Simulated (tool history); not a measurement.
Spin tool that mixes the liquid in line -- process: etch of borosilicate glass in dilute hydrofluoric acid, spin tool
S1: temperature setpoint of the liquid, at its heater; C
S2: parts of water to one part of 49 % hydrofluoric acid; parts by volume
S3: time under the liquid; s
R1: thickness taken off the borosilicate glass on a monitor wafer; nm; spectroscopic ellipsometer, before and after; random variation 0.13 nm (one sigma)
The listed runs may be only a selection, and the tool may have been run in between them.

run	day	S1	S2	S3	R1
1	0.000	24.0	110	55	14.466
2	0.308	24.0	90	55	18.220
3	0.433	25.5	90	55	19.256
4	0.804	26.5	90	55	20.004
5	1.071	26.5	110	55	15.808
6	1.325	26.5	110	55	15.882
7	1.479	27.5	105	55	17.384
8	1.621	28.5	100	55	19.125
9	1.662	29.0	95	55	20.793
# day 2.017: thermometer replaced
10	2.017	29.5	95	55	20.316

Run 11 is up next; what results do you expect?
11	2.279	29.5	95	55	?

Run 11 produced R1 20.086 nm.
